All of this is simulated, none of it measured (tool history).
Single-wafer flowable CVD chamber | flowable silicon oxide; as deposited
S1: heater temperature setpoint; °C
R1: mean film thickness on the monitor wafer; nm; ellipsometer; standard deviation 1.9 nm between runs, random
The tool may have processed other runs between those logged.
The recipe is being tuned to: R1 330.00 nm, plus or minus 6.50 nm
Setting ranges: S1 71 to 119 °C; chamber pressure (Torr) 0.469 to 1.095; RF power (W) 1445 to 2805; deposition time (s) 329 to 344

{"run": 1, "hour": 0.0, "S1": 95, "chamber pressure (Torr)": 0.782, "RF power (W)": 2125, "deposition time (s)": 344, "R1": 221.06}
{"run": 2, "hour": 8.2, "S1": 95, "chamber pressure (Torr)": 0.782, "RF power (W)": 2125, "deposition time (s)": 344, "R1": 221.37}
{"run": 3, "hour": 14.5, "S1": 95, "chamber pressure (Torr)": 0.706, "RF power (W)": 2125, "deposition time (s)": 344, "R1": 198.59}
{"run": 4, "hour": 22.2, "S1": 95, "chamber pressure (Torr)": 0.706, "RF power (W)": 2255, "deposition time (s)": 344, "R1": 200.12}
{"run": 5, "hour": 29.8, "S1": 95, "chamber pressure (Torr)": 0.768, "RF power (W)": 2255, "deposition time (s)": 344, "R1": 218.49}
{"run": 6, "hour": 33.9, "S1": 95, "chamber pressure (Torr)": 0.643, "RF power (W)": 2255, "deposition time (s)": 344, "R1": 182.51}
{"run": 7, "hour": 35.8, "S1": 83, "chamber pressure (Torr)": 0.647, "RF power (W)": 2255, "deposition time (s)": 344, "R1": 286.71}
{"run": 8, "hour": 40.0, "S1": 83, "chamber pressure (Torr)": 0.647, "RF power (W)": 2255, "deposition time (s)": 344, "R1": 284.82}
{"run": 9, "hour": 45.5, "S1": 83, "chamber pressure (Torr)": 0.647, "RF power (W)": 2255, "deposition time (s)": 344, "R1": 285.22}
{"run": 10, "hour": 50.2, "S1": 82, "chamber pressure (Torr)": 0.647, "RF power (W)": 2255, "deposition time (s)": 344, "R1": 293.22}
{"run": 11, "hour": 52.4, "S1": 80, "chamber pressure (Torr)": 0.647, "RF power (W)": 2255, "deposition time (s)": 344, "R1": 309.52}
{"run": 12, "hour": 55.6, "S1": 79, "chamber pressure (Torr)": 0.647, "RF power (W)": 2255, "deposition time (s)": 344, "R1": 321.57}

Next run, 4 choices. One meets every target within its allowed miss, the rest don't. Which?
{"run": "A", "hour": 58.8, "S1": 80, "chamber pressure (Torr)": 0.757, "RF power (W)": 1455, "deposition time (s)": 344, "R1": "?"}
{"run": "B", "hour": 58.8, "S1": 88, "chamber pressure (Torr)": 0.94, "RF power (W)": 2270, "deposition time (s)": 344, "R1": "?"}
{"run": "C", "hour": 58.8, "S1": 83, "chamber pressure (Torr)": 0.725, "RF power (W)": 2385, "deposition time (s)": 343, "R1": "?"}
{"run": "D", "hour": 58.8, "S1": 84, "chamber pressure (Torr)": 0.745, "RF power (W)": 2580, "deposition time (s)": 338, "R1": "?"}

move=A R1=329.40
move=B R1=343.71
move=C R1=318.87
move=D R1=314.77
A: each result inside its tolerance
B: takes the biggest miss from the last run beyond its target
C: moves away from the targets compared with the last run
D: moves away from the targets compared with the last run
Correct choice: A, which meets every target
